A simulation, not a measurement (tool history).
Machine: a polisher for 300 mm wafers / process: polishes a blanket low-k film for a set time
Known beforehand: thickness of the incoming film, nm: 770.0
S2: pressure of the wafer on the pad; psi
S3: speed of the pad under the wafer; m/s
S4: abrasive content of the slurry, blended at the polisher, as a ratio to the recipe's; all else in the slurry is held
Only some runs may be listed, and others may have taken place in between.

run 1 day=0.000 | flow_of_slurry_(ml/min)=310 S2=2.0 S3=0.94 S4=1.00 polishing_time_(s)=81 | film_removed_(Å)=362.55
run 2 day=0.200 | flow_of_slurry_(ml/min)=310 S2=2.1 S3=0.94 S4=1.00 polishing_time_(s)=81 | film_removed_(Å)=379.84
run 3 day=0.512 | flow_of_slurry_(ml/min)=310 S2=2.1 S3=0.94 S4=0.85 polishing_time_(s)=81 | film_removed_(Å)=354.75
run 4 day=0.579 | flow_of_slurry_(ml/min)=255 S2=2.1 S3=0.94 S4=0.85 polishing_time_(s)=81 | film_removed_(Å)=347.66
run 5 day=0.733 | flow_of_slurry_(ml/min)=255 S2=1.9 S3=0.94 S4=0.85 polishing_time_(s)=81 | film_removed_(Å)=318.41
run 6 day=0.942 | flow_of_slurry_(ml/min)=255 S2=2.0 S3=0.94 S4=0.85 polishing_time_(s)=81 | film_removed_(Å)=331.75
run 7 day=1.062 | flow_of_slurry_(ml/min)=255 S2=2.1 S3=0.94 S4=0.85 polishing_time_(s)=81 | film_removed_(Å)=346.04

Forecast run 8:
run 8 day=1.342 | flow_of_slurry_(ml/min)=260 S2=2.2 S3=0.94 S4=0.85 polishing_time_(s)=81 | film_removed_(Å)=?

{"run 8": {"film removed (Å)": 360.99}}
